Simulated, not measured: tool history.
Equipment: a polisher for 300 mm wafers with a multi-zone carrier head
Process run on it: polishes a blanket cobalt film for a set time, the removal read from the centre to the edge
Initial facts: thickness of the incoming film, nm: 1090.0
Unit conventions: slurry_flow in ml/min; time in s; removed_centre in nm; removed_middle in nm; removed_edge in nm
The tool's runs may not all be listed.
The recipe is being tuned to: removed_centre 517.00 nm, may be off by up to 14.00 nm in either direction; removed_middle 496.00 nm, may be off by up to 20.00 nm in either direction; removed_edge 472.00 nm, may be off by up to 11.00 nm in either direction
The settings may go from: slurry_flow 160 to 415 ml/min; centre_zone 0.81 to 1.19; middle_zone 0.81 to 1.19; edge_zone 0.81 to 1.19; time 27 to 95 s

{"run": 1, "hour": 0.0, "slurry_flow": 265, "centre_zone": 1.0, "middle_zone": 1.0, "edge_zone": 1.0, "time": 61, "removed_centre": 382.28, "removed_middle": 399.49, "removed_edge": 402.74}
{"run": 2, "hour": 1.6, "slurry_flow": 270, "centre_zone": 1.02, "middle_zone": 1.01, "edge_zone": 1.01, "time": 61, "removed_centre": 388.54, "removed_middle": 394.31, "removed_edge": 407.81}
{"run": 3, "hour": 10.6, "slurry_flow": 210, "centre_zone": 1.02, "middle_zone": 1.01, "edge_zone": 1.01, "time": 61, "removed_centre": 370.31, "removed_middle": 373.71, "removed_edge": 397.1}
{"run": 4, "hour": 11.9, "slurry_flow": 210, "centre_zone": 1.02, "middle_zone": 1.07, "edge_zone": 1.01, "time": 61, "removed_centre": 376.3, "removed_middle": 383.08, "removed_edge": 393.54}
{"run": 5, "hour": 19.6, "slurry_flow": 230, "centre_zone": 1.03, "middle_zone": 1.08, "edge_zone": 1.02, "time": 62, "removed_centre": 389.76, "removed_middle": 409.42, "removed_edge": 408.9}
{"run": 6, "hour": 28.4, "slurry_flow": 230, "centre_zone": 1.03, "middle_zone": 1.08, "edge_zone": 1.06, "time": 62, "removed_centre": 389.51, "removed_middle": 402.18, "removed_edge": 410.68}
{"run": 7, "hour": 35.6, "slurry_flow": 245, "centre_zone": 1.04, "middle_zone": 1.09, "edge_zone": 1.07, "time": 62, "removed_centre": 398.94, "removed_middle": 414.95, "removed_edge": 415.25}
{"run": 8, "hour": 37.2, "slurry_flow": 260, "centre_zone": 1.05, "middle_zone": 1.09, "edge_zone": 1.08, "time": 62, "removed_centre": 404.53, "removed_middle": 409.21, "removed_edge": 420.85}

Which single option among these 5 for the next run brings every result within its allowed miss of target? Just one does.
{"run": "A", "hour": 38.8, "slurry_flow": 205, "centre_zone": 1.11, "middle_zone": 1.01, "edge_zone": 1.14, "time": 74, "removed_centre": "?", "removed_middle": "?", "removed_edge": "?"}
{"run": "B", "hour": 38.8, "slurry_flow": 260, "centre_zone": 1.19, "middle_zone": 1.09, "edge_zone": 1.09, "time": 66, "removed_centre": "?", "removed_middle": "?", "removed_edge": "?"}
{"run": "C", "hour": 38.8, "slurry_flow": 265, "centre_zone": 1.17, "middle_zone": 1.14, "edge_zone": 1.02, "time": 66, "removed_centre": "?", "removed_middle": "?", "removed_edge": "?"}
{"run": "D", "hour": 38.8, "slurry_flow": 315, "centre_zone": 1.16, "middle_zone": 1.19, "edge_zone": 0.93, "time": 76, "removed_centre": "?", "removed_middle": "?", "removed_edge": "?"}
{"run": "E", "hour": 38.8, "slurry_flow": 365, "centre_zone": 1.17, "middle_zone": 1.16, "edge_zone": 1.06, "time": 68, "removed_centre": "?", "removed_middle": "?", "removed_edge": "?"}

move=A removed_centre=492.05 removed_middle=458.33 removed_edge=505.68
move=B removed_centre=488.47 removed_middle=442.07 removed_edge=453.80
move=C removed_centre=481.54 removed_middle=455.56 removed_edge=443.06
move=D removed_centre=561.26 removed_middle=549.00 removed_edge=500.16
move=E removed_centre=513.90 removed_middle=489.71 removed_edge=474.37
A: an improvement on the last run, though not all results are within tolerance
B: an improvement on the last run, though not all results are within tolerance
C: an improvement on the last run, though not all results are within tolerance
D: takes the biggest miss from the last run beyond its target
E: each result inside its tolerance
The right move is E.

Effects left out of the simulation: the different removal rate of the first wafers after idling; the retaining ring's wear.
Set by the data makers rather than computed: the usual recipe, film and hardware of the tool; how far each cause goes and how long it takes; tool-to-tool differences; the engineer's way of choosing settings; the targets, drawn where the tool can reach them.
